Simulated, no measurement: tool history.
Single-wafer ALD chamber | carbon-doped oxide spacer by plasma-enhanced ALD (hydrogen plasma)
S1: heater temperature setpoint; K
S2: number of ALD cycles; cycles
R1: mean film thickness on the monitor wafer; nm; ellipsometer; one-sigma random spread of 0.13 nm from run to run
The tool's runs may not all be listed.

run	hour	S1	S2	R1
1	0	668.15	443	22.91
2	6.3	668.15	414	21.501
3	8.3	672.15	414	21.446
4	13.2	672.15	435	22.621
5	15.5	672.15	451	23.503
6	19.2	672.15	404	21.106
7	20.4	671.15	475	24.521
8	27.7	671.15	487	25.22
9	30.6	671.15	497	25.852
10	38	671.15	505	26.265
11	46	671.15	512	26.843
12	48.2	671.15	517	26.902
13	49.5	671.15	522	27.348
14	52.4	671.15	526	27.43
15	59.3	671.15	530	27.547
16	63.1	671.15	534	27.797

The next listed run, before its measurement:
17	66.7	671.15	534	?

R1: 27.742 nm
